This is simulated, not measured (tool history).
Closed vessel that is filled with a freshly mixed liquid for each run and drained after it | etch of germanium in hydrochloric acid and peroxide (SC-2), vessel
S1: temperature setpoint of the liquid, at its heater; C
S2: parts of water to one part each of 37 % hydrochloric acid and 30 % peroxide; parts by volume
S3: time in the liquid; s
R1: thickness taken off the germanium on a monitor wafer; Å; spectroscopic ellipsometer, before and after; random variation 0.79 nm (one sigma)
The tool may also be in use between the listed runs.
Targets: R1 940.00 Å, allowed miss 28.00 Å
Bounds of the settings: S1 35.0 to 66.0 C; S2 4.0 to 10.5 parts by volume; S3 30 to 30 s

| run | hour | S1 | S2 | S3 | R1 |
|---|---|---|---|---|---|
| 1 | 0.0 | 50.0 | 5.5 | 30 | 728.01 |
| 2 | 2.6 | 47.5 | 5.5 | 30 | 667.08 |
| 3 | 7.5 | 50.0 | 5.5 | 30 | 716.33 |
| 4 | 12.3 | 52.0 | 5.5 | 30 | 776.47 |
| 5 | 21.5 | 52.0 | 7.5 | 30 | 761.08 |
| 6 | 29.4 | 52.0 | 9.5 | 30 | 746.27 |
| 7 | 33.3 | 53.5 | 9.5 | 30 | 788.79 |
| 8 | 34.2 | 53.5 | 9.5 | 30 | 785.93 |
| 9 | 36.7 | 54.5 | 9.5 | 30 | 809.36 |

4 next moves are on the table. One of them brings every result within its allowed miss. Which?
| A | 39.2 | 59.0 | 9.0 | 30 | ? |
| B | 39.2 | 57.0 | 7.5 | 30 | ? |
| C | 39.2 | 58.0 | 9.5 | 30 | ? |
| D | 39.2 | 57.0 | 9.0 | 30 | ? |

| move | R1 |
|---|---|
| A | 935.76 |
| B | 894.28 |
| C | 903.59 |
| D | 881.39 |
A: meets every target
B: nearer than the last run, and not there yet
C: nearer than the last run, and not there yet
D: nearer than the last run, and not there yet
Answer: A

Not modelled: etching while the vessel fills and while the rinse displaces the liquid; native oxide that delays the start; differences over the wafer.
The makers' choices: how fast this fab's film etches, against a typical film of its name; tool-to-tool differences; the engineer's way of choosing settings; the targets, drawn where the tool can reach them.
